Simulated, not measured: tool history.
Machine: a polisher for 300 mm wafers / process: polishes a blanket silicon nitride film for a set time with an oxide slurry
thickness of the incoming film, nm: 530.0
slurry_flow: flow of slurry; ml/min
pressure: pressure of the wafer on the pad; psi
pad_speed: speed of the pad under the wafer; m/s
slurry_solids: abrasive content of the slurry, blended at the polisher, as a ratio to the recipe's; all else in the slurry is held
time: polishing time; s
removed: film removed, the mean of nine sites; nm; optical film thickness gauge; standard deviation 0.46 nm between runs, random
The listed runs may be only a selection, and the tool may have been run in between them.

{"run": 1, "day": 0.0, "slurry_flow": 285, "pressure": 4.7, "pad_speed": 0.96, "slurry_solids": 1, "time": 85, "removed": 67.109}
{"run": 2, "day": 0.188, "slurry_flow": 285, "pressure": 4.3, "pad_speed": 0.96, "slurry_solids": 1, "time": 85, "removed": 61.452}
{"run": 3, "day": 0.229, "slurry_flow": 285, "pressure": 4.7, "pad_speed": 0.96, "slurry_solids": 1, "time": 85, "removed": 67.548}
{"run": 4, "day": 0.254, "slurry_flow": 285, "pressure": 4.4, "pad_speed": 0.96, "slurry_solids": 1, "time": 85, "removed": 61.905}
{"run": 5, "day": 0.321, "slurry_flow": 255, "pressure": 4.4, "pad_speed": 0.96, "slurry_solids": 1, "time": 85, "removed": 62.093}
{"run": 6, "day": 0.446, "slurry_flow": 255, "pressure": 4.1, "pad_speed": 0.96, "slurry_solids": 1, "time": 85, "removed": 57.985}
{"run": 7, "day": 0.571, "slurry_flow": 255, "pressure": 3.9, "pad_speed": 0.96, "slurry_solids": 1, "time": 85, "removed": 55.782}
{"run": 8, "day": 0.667, "slurry_flow": 255, "pressure": 3.7, "pad_speed": 0.96, "slurry_solids": 1, "time": 85, "removed": 52.361}
{"run": 9, "day": 1.008, "slurry_flow": 255, "pressure": 3.6, "pad_speed": 0.96, "slurry_solids": 1, "time": 85, "removed": 50.464}

Forecast run 10:
{"run": 10, "day": 1.288, "slurry_flow": 255, "pressure": 3.5, "pad_speed": 0.96, "slurry_solids": 1, "time": 85, "removed": "?"}

Run 10 yielded removed 49.622 nm.
